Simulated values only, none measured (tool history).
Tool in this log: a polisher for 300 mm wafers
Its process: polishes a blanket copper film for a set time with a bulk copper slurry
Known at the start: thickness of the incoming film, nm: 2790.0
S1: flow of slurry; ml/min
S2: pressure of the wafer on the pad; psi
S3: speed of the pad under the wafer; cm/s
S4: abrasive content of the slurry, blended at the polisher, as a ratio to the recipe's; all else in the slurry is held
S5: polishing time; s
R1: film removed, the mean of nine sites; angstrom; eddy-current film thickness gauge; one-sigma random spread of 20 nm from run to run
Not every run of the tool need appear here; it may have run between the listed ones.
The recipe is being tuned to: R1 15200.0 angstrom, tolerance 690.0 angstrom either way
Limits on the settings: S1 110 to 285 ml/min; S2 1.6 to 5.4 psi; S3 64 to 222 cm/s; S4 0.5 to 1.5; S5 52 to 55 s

Run 1, hour 0.0: S1 180 ml/min, S2 3.5 psi, S3 142 cm/s, S4 1.0, S5 52 s. Result: R1 9861.0 angstrom.
Run 2, hour 8.2: S1 180 ml/min, S2 3.7 psi, S3 142 cm/s, S4 1.0, S5 52 s. Result: R1 10755.0 angstrom.
Run 3, hour 10.4: S1 180 ml/min, S2 3.7 psi, S3 142 cm/s, S4 1.0, S5 52 s. Result: R1 10946.0 angstrom.
Run 4, hour 12.7: S1 135 ml/min, S2 3.7 psi, S3 142 cm/s, S4 1.0, S5 52 s. Result: R1 10075.0 angstrom.
Run 5, hour 16.8: S1 140 ml/min, S2 3.8 psi, S3 142 cm/s, S4 1.0, S5 52 s. Result: R1 10363.0 angstrom.
Run 6, hour 24.3: S1 140 ml/min, S2 3.8 psi, S3 118 cm/s, S4 1.0, S5 52 s. Result: R1 8705.8 angstrom.
Run 7, hour 30.5: S1 145 ml/min, S2 4.0 psi, S3 118 cm/s, S4 1.0, S5 52 s. Result: R1 9234.4 angstrom.
Run 8, hour 36.6: S1 150 ml/min, S2 4.2 psi, S3 118 cm/s, S4 1.0, S5 52 s. Result: R1 9497.1 angstrom.

Which one of the following 5 next-run settings gets every result inside its allowed miss? There is exactly one.
Run A, hour 42.7: S1 150 ml/min, S2 4.2 psi, S3 162 cm/s, S4 0.9, S5 55 s. Result: R1 ?.
Run B, hour 42.7: S1 145 ml/min, S2 5.2 psi, S3 142 cm/s, S4 1.0, S5 55 s. Result: R1 ?.
Run C, hour 42.7: S1 115 ml/min, S2 4.1 psi, S3 154 cm/s, S4 1.3, S5 55 s. Result: R1 ?.
Run D, hour 42.7: S1 155 ml/min, S2 4.5 psi, S3 144 cm/s, S4 0.9, S5 55 s. Result: R1 ?.
Run E, hour 42.7: S1 125 ml/min, S2 4.0 psi, S3 164 cm/s, S4 1.1, S5 55 s. Result: R1 ?.

move       R1
   A  14071.0
   B  15527.0
   C  13410.0
   D  13509.0
   E  13670.0
A: nearer than the last run, and not there yet
B: meets every target
C: nearer than the last run, and not there yet
D: nearer than the last run, and not there yet
E: nearer than the last run, and not there yet
B meets every target.
